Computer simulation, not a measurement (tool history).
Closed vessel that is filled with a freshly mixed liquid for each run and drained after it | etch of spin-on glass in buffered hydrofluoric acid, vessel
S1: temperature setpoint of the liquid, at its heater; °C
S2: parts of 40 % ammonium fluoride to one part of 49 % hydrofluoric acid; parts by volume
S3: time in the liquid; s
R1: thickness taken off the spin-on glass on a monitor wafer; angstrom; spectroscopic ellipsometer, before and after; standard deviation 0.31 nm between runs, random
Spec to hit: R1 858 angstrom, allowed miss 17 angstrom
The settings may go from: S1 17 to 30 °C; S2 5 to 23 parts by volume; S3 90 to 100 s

run 1 hour=0 | S1=22 S2=14 S3=90 | R1=1013.3
run 2 hour=7.9 | S1=21 S2=14 S3=90 | R1=950.29
run 3 hour=15.9 | S1=20.5 S2=14 S3=90 | R1=931.08
run 4 hour=18.7 | S1=23.5 S2=14 S3=90 | R1=1091.3
run 5 hour=24.1 | S1=25 S2=14 S3=90 | R1=1186.6
run 6 hour=27.9 | S1=25 S2=11 S3=90 | R1=1502
run 7 hour=28.7 | S1=21 S2=13 S3=90 | R1=1034.3
run 8 hour=32.9 | S1=20 S2=13 S3=90 | R1=972.88

5 candidate next runs follow, results not yet known. Just one meets every target within its allowed miss. Identify it.
run A hour=37.1 | S1=20.5 S2=13.5 S3=100 | R1=?
run B hour=37.1 | S1=22 S2=16.5 S3=90 | R1=?
run C hour=37.1 | S1=17 S2=13 S3=90 | R1=?
run D hour=37.1 | S1=20.5 S2=12 S3=95 | R1=?
run E hour=37.1 | S1=22 S2=14.5 S3=100 | R1=?

move=A R1=1070.6
move=B R1=859.6
move=C R1=820.47
move=D R1=1141.8
move=E R1=1084.8
A: moves away from the targets compared with the last run
B: hits every target within its allowed miss
C: takes the result that was furthest off past its target
D: moves away from the targets compared with the last run
E: moves away from the targets compared with the last run
Go with B: it meets all targets.

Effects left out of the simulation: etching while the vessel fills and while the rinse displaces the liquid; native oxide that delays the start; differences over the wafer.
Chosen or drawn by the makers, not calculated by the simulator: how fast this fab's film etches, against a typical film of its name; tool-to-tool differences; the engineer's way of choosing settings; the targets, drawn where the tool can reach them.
